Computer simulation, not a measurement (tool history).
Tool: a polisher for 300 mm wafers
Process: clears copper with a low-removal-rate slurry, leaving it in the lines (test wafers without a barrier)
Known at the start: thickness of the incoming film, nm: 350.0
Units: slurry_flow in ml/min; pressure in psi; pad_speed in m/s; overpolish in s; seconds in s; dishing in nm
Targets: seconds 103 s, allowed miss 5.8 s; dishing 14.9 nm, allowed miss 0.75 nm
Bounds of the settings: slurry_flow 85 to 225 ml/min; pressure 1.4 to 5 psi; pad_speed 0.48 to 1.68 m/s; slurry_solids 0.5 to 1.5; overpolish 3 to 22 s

run	day	slurry_flow	pressure	pad_speed	slurry_solids	overpolish	seconds	dishing
1	0	145	3.2	1.08	1	11	110.61	19.498
2	0.062	110	3.2	1.08	1	11	114.79	18.907
3	0.162	110	3.3	1.08	1	10	114.61	18.608
4	0.529	120	3.3	1.1	1	9	111.17	17.22
5	0.642	120	3.3	1	1	9	121.4	15.772
6	0.821	120	3.3	1	1.15	9	117.76	16.463
7	0.996	125	3.4	1	1.15	8	115	15.472
8	1.075	130	3.5	1	1.15	8	108.59	15.862
9	1.138	135	3.5	1	1.15	8	109.22	15.708
10	1.325	140	3.5	1	1.15	8	106.99	16.134

4 next moves are on the table. One of them brings every result within its allowed miss. Which?
A	1.512	150	4.1	0.84	1.2	7	?	?
B	1.512	140	3.4	0.94	1.15	10	?	?
C	1.512	130	3.7	0.82	1.2	10	?	?
D	1.512	135	3.8	0.84	1.1	9	?	?

move	seconds	dishing
A	101.79	14.688
B	112.75	17.925
C	118.36	17.294
D	113.32	16.48
A: meets every target
B: further off than the last run
C: further off than the last run
D: further off than the last run
Move A is the one to make.
